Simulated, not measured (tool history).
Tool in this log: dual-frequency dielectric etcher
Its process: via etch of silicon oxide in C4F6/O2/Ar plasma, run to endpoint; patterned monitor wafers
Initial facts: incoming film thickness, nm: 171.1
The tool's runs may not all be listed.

{"run": 1, "hour": 0.0, "bias power (W)": 502, "source power (W)": 430, "Ar flow (sccm)": 253, "endpoint time (s)": 38.428}
{"run": 2, "hour": 7.4, "bias power (W)": 571, "source power (W)": 430, "Ar flow (sccm)": 253, "endpoint time (s)": 36.165}
{"run": 3, "hour": 8.9, "bias power (W)": 624, "source power (W)": 430, "Ar flow (sccm)": 253, "endpoint time (s)": 34.677}
{"run": 4, "hour": 12.2, "bias power (W)": 585, "source power (W)": 410, "Ar flow (sccm)": 255, "endpoint time (s)": 36.731}
{"run": 5, "hour": 14.0, "bias power (W)": 617, "source power (W)": 410, "Ar flow (sccm)": 255, "endpoint time (s)": 35.62}
{"run": 6, "hour": 19.7, "bias power (W)": 617, "source power (W)": 410, "Ar flow (sccm)": 286, "endpoint time (s)": 36.303}
{"run": 7, "hour": 23.2, "bias power (W)": 580, "source power (W)": 400, "Ar flow (sccm)": 287, "endpoint time (s)": 37.68}
{"run": 8, "hour": 29.7, "bias power (W)": 547, "source power (W)": 390, "Ar flow (sccm)": 288, "endpoint time (s)": 39.442}
{"run": 9, "hour": 31.0, "bias power (W)": 518, "source power (W)": 390, "Ar flow (sccm)": 288, "endpoint time (s)": 40.764}
{"run": 10, "hour": 35.7, "bias power (W)": 518, "source power (W)": 390, "Ar flow (sccm)": 288, "endpoint time (s)": 40.449}

Run 11 is up next; what results do you expect?
{"run": 11, "hour": 37.8, "bias power (W)": 492, "source power (W)": 390, "Ar flow (sccm)": 288, "endpoint time (s)": "?"}

endpoint time (s): 41.736

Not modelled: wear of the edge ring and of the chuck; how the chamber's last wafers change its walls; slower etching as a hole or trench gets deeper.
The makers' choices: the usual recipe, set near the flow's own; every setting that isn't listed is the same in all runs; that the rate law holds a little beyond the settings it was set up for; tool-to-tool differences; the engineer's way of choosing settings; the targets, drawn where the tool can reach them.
